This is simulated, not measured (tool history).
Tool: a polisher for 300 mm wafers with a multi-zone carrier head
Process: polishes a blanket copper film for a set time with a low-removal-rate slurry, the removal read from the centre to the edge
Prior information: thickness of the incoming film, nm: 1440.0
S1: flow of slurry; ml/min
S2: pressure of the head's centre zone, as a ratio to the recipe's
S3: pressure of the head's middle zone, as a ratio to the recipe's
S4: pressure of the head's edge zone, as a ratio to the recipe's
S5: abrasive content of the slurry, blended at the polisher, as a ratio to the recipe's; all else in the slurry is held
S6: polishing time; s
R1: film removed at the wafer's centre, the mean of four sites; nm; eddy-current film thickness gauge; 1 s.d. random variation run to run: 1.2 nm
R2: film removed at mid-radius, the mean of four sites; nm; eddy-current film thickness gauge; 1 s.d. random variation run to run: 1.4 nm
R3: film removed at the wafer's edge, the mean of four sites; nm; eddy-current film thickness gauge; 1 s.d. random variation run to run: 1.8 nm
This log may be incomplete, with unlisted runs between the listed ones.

Run 1, hour 0: S1 230 ml/min, S2 1, S3 1, S4 1, S5 1, S6 63 s. Result: R1 173.32 nm, R2 174.42 nm, R3 174.57 nm.
Run 2, hour 5.2: S1 230 ml/min, S2 1, S3 0.98, S4 0.97, S5 0.9, S6 61 s. Result: R1 164.16 nm, R2 157.02 nm, R3 161.85 nm.
Run 3, hour 14: S1 230 ml/min, S2 0.99, S3 0.99, S4 0.94, S5 0.8, S6 60 s. Result: R1 155.52 nm, R2 153.07 nm, R3 151.59 nm.
Run 4, hour 18.9: S1 230 ml/min, S2 0.99, S3 0.99, S4 0.94, S5 0.8, S6 72 s. Result: R1 185.24 nm, R2 183.68 nm, R3 178.01 nm.
Run 5, hour 22.5: S1 230 ml/min, S2 0.98, S3 0.98, S4 0.92, S5 0.75, S6 69 s. Result: R1 171.22 nm, R2 170.8 nm, R3 171.76 nm.
Run 6, hour 28.6: S1 230 ml/min, S2 0.99, S3 0.98, S4 0.91, S5 0.7, S6 66 s. Result: R1 160.04 nm, R2 163.71 nm, R3 155.52 nm.
Run 7, hour 34.3: S1 225 ml/min, S2 1, S3 0.95, S4 0.9, S5 0.65, S6 65 s. Result: R1 154.98 nm, R2 150.95 nm, R3 148.52 nm.
Run 8, hour 38.3: S1 220 ml/min, S2 1, S3 0.94, S4 0.88, S5 0.6, S6 64 s. Result: R1 148.47 nm, R2 141.86 nm, R3 143.94 nm.

For run 9, what comes out?
Run 9, hour 45.8: S1 230 ml/min, S2 1.02, S3 0.96, S4 0.82, S5 0.5, S6 56 s. Result: R1 ?, R2 ?, R3 ?.

R1: 121.74 nm
R2: 114.34 nm
R3: 107.73 nm
